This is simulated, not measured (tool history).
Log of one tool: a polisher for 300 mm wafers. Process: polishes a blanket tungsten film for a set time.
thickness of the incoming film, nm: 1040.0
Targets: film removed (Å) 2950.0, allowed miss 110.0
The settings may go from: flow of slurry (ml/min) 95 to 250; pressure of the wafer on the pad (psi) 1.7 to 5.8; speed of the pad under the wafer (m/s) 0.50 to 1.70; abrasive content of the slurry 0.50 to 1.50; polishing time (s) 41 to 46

run	day	flow of slurry (ml/min)	pressure of the wafer on the pad (psi)	speed of the pad under the wafer (m/s)	abrasive content of the slurry	polishing time (s)	film removed (Å)
1	0.000	160	3.7	1.10	1.00	46	2047.6
2	0.088	160	3.7	1.00	1.00	46	1947.9
3	0.108	160	3.9	1.00	1.00	46	2002.9
4	0.379	160	3.9	1.00	1.00	41	1777.8
5	0.683	185	3.9	1.00	1.00	41	1768.6
6	0.892	185	4.2	1.02	1.00	41	2009.8
7	1.121	185	4.2	1.02	1.00	41	1994.5
8	1.279	185	4.4	1.02	1.00	41	2042.9
9	1.517	185	4.6	1.04	1.00	41	2194.2
10	1.550	185	4.8	1.04	1.00	41	2291.0
11	1.746	185	4.9	1.04	1.00	41	2366.8
12	1.825	185	5.0	1.04	1.00	41	2423.9
13	1.921	195	5.8	1.06	1.00	41	2813.1

4 next moves are on the table. One of them brings every result within its allowed miss. Which?
A	2.017	225	5.6	0.96	1.05	41	?
B	2.017	200	5.4	1.14	0.95	41	?
C	2.017	190	5.5	1.06	0.95	46	?
D	2.017	220	5.4	1.12	0.90	41	?

move	film removed (Å)
A	2525.3
B	2688.4
C	2892.7
D	2653.0
A: further off than the last run
B: further off than the last run
C: meets every target
D: further off than the last run
Answer: C
